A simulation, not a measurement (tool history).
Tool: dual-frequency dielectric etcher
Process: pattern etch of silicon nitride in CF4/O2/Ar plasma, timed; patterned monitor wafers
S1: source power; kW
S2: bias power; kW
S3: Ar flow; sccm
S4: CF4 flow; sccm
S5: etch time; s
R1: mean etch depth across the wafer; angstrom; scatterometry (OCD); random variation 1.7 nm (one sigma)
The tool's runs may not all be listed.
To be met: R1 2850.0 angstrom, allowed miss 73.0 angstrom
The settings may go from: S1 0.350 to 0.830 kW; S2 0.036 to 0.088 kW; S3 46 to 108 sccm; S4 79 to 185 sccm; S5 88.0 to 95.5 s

run 1 hour=0.0 | S1=0.590 S2=0.062 S3=77 S4=132 S5=95.5 | R1=2388.3
run 2 hour=1.4 | S1=0.620 S2=0.062 S3=77 S4=132 S5=95.5 | R1=2494.6
run 3 hour=2.3 | S1=0.620 S2=0.062 S3=77 S4=132 S5=88.0 | R1=2299.9
run 4 hour=9.6 | S1=0.620 S2=0.051 S3=77 S4=132 S5=88.0 | R1=2141.0
run 5 hour=17.3 | S1=0.620 S2=0.057 S3=77 S4=132 S5=88.0 | R1=2255.4
run 6 hour=20.6 | S1=0.620 S2=0.057 S3=64 S4=132 S5=88.0 | R1=2281.1
run 7 hour=24.7 | S1=0.740 S2=0.059 S3=64 S4=133 S5=88.0 | R1=2591.6
run 8 hour=27.1 | S1=0.760 S2=0.060 S3=64 S4=133 S5=88.0 | R1=2708.4
run 9 hour=33.3 | S1=0.770 S2=0.060 S3=64 S4=133 S5=88.0 | R1=2731.3
run 10 hour=35.7 | S1=0.780 S2=0.060 S3=64 S4=133 S5=88.0 | R1=2679.0
run 11 hour=40.1 | S1=0.790 S2=0.061 S3=64 S4=133 S5=88.0 | R1=2771.5

Which of these 4 next moves meets every target?
run A hour=44.5 | S1=0.800 S2=0.051 S3=63 S4=106 S5=91.0 | R1=?
run B hour=44.5 | S1=0.800 S2=0.047 S3=54 S4=139 S5=90.5 | R1=?
run C hour=44.5 | S1=0.780 S2=0.061 S3=73 S4=139 S5=92.0 | R1=?
run D hour=44.5 | S1=0.830 S2=0.051 S3=46 S4=158 S5=95.5 | R1=?

move=A R1=2676.2
move=B R1=2673.6
move=C R1=2827.5
move=D R1=3048.7
A: further off than the last run
B: further off than the last run
C: meets every target
D: takes the result that was furthest off past its target
Move C is the one to make.

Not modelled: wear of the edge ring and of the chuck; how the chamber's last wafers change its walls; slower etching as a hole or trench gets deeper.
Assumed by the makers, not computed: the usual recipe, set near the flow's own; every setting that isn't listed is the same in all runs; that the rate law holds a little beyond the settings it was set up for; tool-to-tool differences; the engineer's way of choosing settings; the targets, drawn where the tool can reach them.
